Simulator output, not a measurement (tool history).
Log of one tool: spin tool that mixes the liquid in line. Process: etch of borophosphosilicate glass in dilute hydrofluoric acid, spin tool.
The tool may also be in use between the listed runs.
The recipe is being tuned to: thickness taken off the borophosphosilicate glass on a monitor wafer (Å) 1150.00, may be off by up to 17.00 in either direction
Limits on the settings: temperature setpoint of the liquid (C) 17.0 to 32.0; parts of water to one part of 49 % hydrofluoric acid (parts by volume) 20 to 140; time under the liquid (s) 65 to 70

run    day  temperature setpoint of the liquid (C)  parts of water to one part of 49 % hydrofluoric acid (parts by volume)  time under the liquid (s)  thickness taken off the borophosphosilicate glass on a monitor wafer (Å)
  1  0.000                                    24.0                                                                      75                         65                                                                    604.26
  2  0.262                                    26.5                                                                      70                         65                                                                    720.82
  3  0.371                                    28.0                                                                      65                         65                                                                    826.53
  4  0.442                                    28.0                                                                      65                         70                                                                    894.12
  5  0.600                                    29.0                                                                      65                         70                                                                    934.54
  6  0.679                                    29.0                                                                      65                         65                                                                    858.23
  7  1.021                                    30.0                                                                      60                         65                                                                    976.11
  8  1.292                                    30.5                                                                      60                         65                                                                    999.40
  9  1.342                                    31.0                                                                      60                         65                                                                   1011.90
 10  1.400                                    31.5                                                                      60                         65                                                                   1035.20

Which one of the following 5 next-run settings gets every result inside its allowed miss? There is exactly one.
  A  1.458                                    30.5                                                                      60                         70                                                                         ?
  B  1.458                                    32.0                                                                      75                         70                                                                         ?
  C  1.458                                    29.0                                                                      50                         65                                                                         ?
  D  1.458                                    28.0                                                                      60                         65                                                                         ?
  E  1.458                                    30.0                                                                      55                         65                                                                         ?

move  thickness taken off the borophosphosilicate glass on a monitor wafer (Å)
   A                                                                   1076.40
   B                                                                    891.08
   C                                                                   1148.30
   D                                                                    906.40
   E                                                                   1077.60
A: gains on the last run, yet a result remains outside its allowed miss
B: misses by more than the last run did
C: each result inside its tolerance
D: misses by more than the last run did
E: gains on the last run, yet a result remains outside its allowed miss
So the answer is move C, the one that meets all the targets.
